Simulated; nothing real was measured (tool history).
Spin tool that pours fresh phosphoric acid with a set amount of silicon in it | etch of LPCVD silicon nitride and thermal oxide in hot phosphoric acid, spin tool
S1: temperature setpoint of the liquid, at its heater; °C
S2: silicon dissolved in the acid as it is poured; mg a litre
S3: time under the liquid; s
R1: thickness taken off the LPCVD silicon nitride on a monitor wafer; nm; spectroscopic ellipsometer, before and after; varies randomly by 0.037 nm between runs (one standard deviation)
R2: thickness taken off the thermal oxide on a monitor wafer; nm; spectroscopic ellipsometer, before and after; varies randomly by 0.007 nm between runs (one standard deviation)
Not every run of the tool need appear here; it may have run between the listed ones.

{"run": 1, "hour": 0.0, "S1": 160.0, "S2": 14.5, "S3": 180, "R1": 18.256, "R2": 0.39997}
{"run": 2, "hour": 1.6, "S1": 159.0, "S2": 18.0, "S3": 130, "R1": 12.59, "R2": 0.23287}
{"run": 3, "hour": 7.0, "S1": 157.0, "S2": 18.0, "S3": 130, "R1": 11.788, "R2": 0.19882}
{"run": 4, "hour": 12.4, "S1": 157.0, "S2": 18.0, "S3": 170, "R1": 15.482, "R2": 0.26473}
{"run": 5, "hour": 16.3, "S1": 158.0, "S2": 18.0, "S3": 170, "R1": 15.842, "R2": 0.25941}
{"run": 6, "hour": 20.6, "S1": 158.0, "S2": 22.5, "S3": 170, "R1": 15.887, "R2": 0.25064}
{"run": 7, "hour": 21.2, "S1": 157.5, "S2": 21.0, "S3": 120, "R1": 11.173, "R2": 0.18684}
{"run": 8, "hour": 29.1, "S1": 157.5, "S2": 21.0, "S3": 120, "R1": 10.944, "R2": 0.1978}
{"run": 9, "hour": 35.9, "S1": 157.0, "S2": 24.0, "S3": 85, "R1": 7.7315, "R2": 0.10412}
{"run": 10, "hour": 39.6, "S1": 157.5, "S2": 22.5, "S3": 65, "R1": 5.8953, "R2": 0.086409}
{"run": 11, "hour": 47.5, "S1": 157.5, "S2": 20.5, "S3": 60, "R1": 5.5132, "R2": 0.094442}
{"run": 12, "hour": 49.2, "S1": 157.5, "S2": 19.5, "S3": 60, "R1": 5.5618, "R2": 0.10008}
{"run": 13, "hour": 54.8, "S1": 157.5, "S2": 19.5, "S3": 60, "R1": 5.5414, "R2": 0.092031}

Predict the results of run 14:
{"run": 14, "hour": 59.7, "S1": 157.0, "S2": 18.0, "S3": 60, "R1": "?", "R2": "?"}

Run 14 gave R1 5.3739 nm, R2 0.093836 nm.
